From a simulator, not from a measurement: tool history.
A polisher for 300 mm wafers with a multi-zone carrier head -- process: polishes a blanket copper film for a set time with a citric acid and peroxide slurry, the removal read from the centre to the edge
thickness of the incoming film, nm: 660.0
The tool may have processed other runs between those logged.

run	hour	flow of slurry (ml/min)	pressure of the head's centre zone	pressure of the head's middle zone	pressure of the head's edge zone	abrasive content of the slurry	polishing time (s)	film removed at the wafer's centre (angstrom)	film removed at mid-radius (angstrom)	film removed at the wafer's edge (angstrom)
1	0	240	1	1	1	1	61	2235	2328.5	2423.6
2	2.4	240	1	1	1	1	68	2469.1	2639.3	2690.1
3	7.5	240	1	1.02	0.97	0.9	66	2330.5	2461.9	2484
4	13.1	240	1	1.02	0.97	0.7	66	2127.9	2263.1	2297.6
5	15.2	240	1	1.02	0.97	0.7	54	1751.4	1886.7	1884.2
6	18	240	1	1.05	0.97	0.7	54	1724.5	1886.3	1880.1
7	20.3	250	1	1.07	0.95	0.75	54	1767.8	2009.1	1897.9
8	27	260	1	1.08	0.95	0.75	54	1832.3	2009.3	1907
# hour 33.1: edge zone pressure recalibrated
9	33.1	265	1	1.1	0.95	0.75	54	1772.1	2079.5	1821.8
10	40	265	1	1.1	0.95	0.75	54	1827.1	2047.5	1827
11	42	265	1	1.1	0.95	0.75	54	1851.8	2067.4	1855.6
12	46.3	265	0.99	1.11	0.96	0.75	54	1765.7	2044.7	1864.8
13	49.4	265	0.99	1.11	0.96	0.75	54	1795	2035.9	1827.4
14	51.5	265	0.99	1.11	0.95	0.75	54	1812.5	2067.8	1844.1

Run 15 is up next; what results do you expect?
15	58.2	270	0.99	1.12	0.95	0.75	54	?	?	?

Run 15 measured film removed at the wafer's centre (angstrom) 1812.5, film removed at mid-radius (angstrom) 2101.3, film removed at the wafer's edge (angstrom) 1863.4.
